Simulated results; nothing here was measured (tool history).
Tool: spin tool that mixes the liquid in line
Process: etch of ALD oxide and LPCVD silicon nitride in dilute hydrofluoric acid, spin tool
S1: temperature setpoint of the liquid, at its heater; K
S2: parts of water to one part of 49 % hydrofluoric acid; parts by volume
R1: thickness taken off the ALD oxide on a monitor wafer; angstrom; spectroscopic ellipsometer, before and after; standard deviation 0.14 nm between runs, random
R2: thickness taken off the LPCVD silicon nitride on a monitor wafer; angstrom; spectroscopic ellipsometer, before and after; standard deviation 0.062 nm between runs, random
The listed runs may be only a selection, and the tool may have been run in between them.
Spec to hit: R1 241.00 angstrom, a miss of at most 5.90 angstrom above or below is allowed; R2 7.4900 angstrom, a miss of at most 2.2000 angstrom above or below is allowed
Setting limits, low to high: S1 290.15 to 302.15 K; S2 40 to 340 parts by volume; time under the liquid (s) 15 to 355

{"run": 1, "hour": 0.0, "S1": 294.15, "S2": 190, "time under the liquid (s)": 180, "R1": 155.09, "R2": 4.2043}
{"run": 2, "hour": 3.8, "S1": 296.65, "S2": 180, "time under the liquid (s)": 180, "R1": 181.96, "R2": 5.6728}
{"run": 3, "hour": 4.5, "S1": 296.65, "S2": 180, "time under the liquid (s)": 115, "R1": 117.85, "R2": 3.4233}
{"run": 4, "hour": 9.9, "S1": 298.15, "S2": 150, "time under the liquid (s)": 115, "R1": 153.59, "R2": 4.2365}
{"run": 5, "hour": 10.7, "S1": 298.15, "S2": 190, "time under the liquid (s)": 115, "R1": 117.01, "R2": 3.5394}
{"run": 6, "hour": 17.6, "S1": 300.65, "S2": 190, "time under the liquid (s)": 115, "R1": 126.48, "R2": 3.8312}
{"hour": 26.3, "done": "hydrofluoric acid flow meter replaced"}
{"run": 7, "hour": 26.3, "S1": 301.15, "S2": 160, "time under the liquid (s)": 115, "R1": 148.48, "R2": 4.3141}
{"run": 8, "hour": 30.7, "S1": 301.65, "S2": 135, "time under the liquid (s)": 115, "R1": 187.36, "R2": 6.0242}
{"run": 9, "hour": 32.6, "S1": 301.65, "S2": 125, "time under the liquid (s)": 115, "R1": 203.31, "R2": 6.4796}
{"run": 10, "hour": 36.2, "S1": 301.65, "S2": 115, "time under the liquid (s)": 115, "R1": 222.61, "R2": 6.8259}

Which single option among these 4 for the next run brings every result within its allowed miss of target? Just one does.
{"run": "A", "hour": 39.8, "S1": 299.65, "S2": 125, "time under the liquid (s)": 120, "R1": "?", "R2": "?"}
{"run": "B", "hour": 39.8, "S1": 301.15, "S2": 140, "time under the liquid (s)": 140, "R1": "?", "R2": "?"}
{"run": "C", "hour": 39.8, "S1": 302.15, "S2": 185, "time under the liquid (s)": 195, "R1": "?", "R2": "?"}
{"run": "D", "hour": 39.8, "S1": 301.65, "S2": 120, "time under the liquid (s)": 130, "R1": "?", "R2": "?"}

move=A R1=197.67 R2=5.7937
move=B R1=213.73 R2=6.6345
move=C R1=220.85 R2=7.4191
move=D R1=242.09 R2=7.4215
A: the biggest miss grows against the last run
B: the biggest miss grows against the last run
C: the biggest miss grows against the last run
D: all results land within tolerance of their targets
Go with D: it meets all targets.
